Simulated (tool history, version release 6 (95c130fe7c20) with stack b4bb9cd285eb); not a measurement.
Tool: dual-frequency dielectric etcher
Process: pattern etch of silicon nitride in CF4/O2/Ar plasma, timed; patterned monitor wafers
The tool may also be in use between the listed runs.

run  hour  source power (W)  bias power (W)  Ar flow (sccm)  CF4 flow (sccm)  etch time (s)  mean etch depth across the wafer (angstrom)
  1   0.0               420              68             139               95           68.5                                       1187.4
  2   7.6               420              62             139               95           68.5                                       1127.1
  3   9.1               430              62             139               95           68.5                                       1149.7
  4  10.1               440              62             139               95           68.5                                       1168.5
  5  18.5               440              62             139               95           62.5                                       1062.6
  6  21.4               460              63             139               95           62.5                                       1101.4
  7  29.5               480              65             138               95           62.5                                       1144.9
  8  32.6               490              67             137               95           62.5                                       1173.7
  9  37.3               500              68             136               95           62.5                                       1200.5
 10  39.0               510              69             136               95           62.5                                       1209.9
 11  45.6               520              70             135               95           62.5                                       1234.6

The next listed run, before its measurement:
 12  50.0               530              71             135               95           62.5                                            ?

Run 12 gave mean etch depth across the wafer (angstrom) 1263.1.

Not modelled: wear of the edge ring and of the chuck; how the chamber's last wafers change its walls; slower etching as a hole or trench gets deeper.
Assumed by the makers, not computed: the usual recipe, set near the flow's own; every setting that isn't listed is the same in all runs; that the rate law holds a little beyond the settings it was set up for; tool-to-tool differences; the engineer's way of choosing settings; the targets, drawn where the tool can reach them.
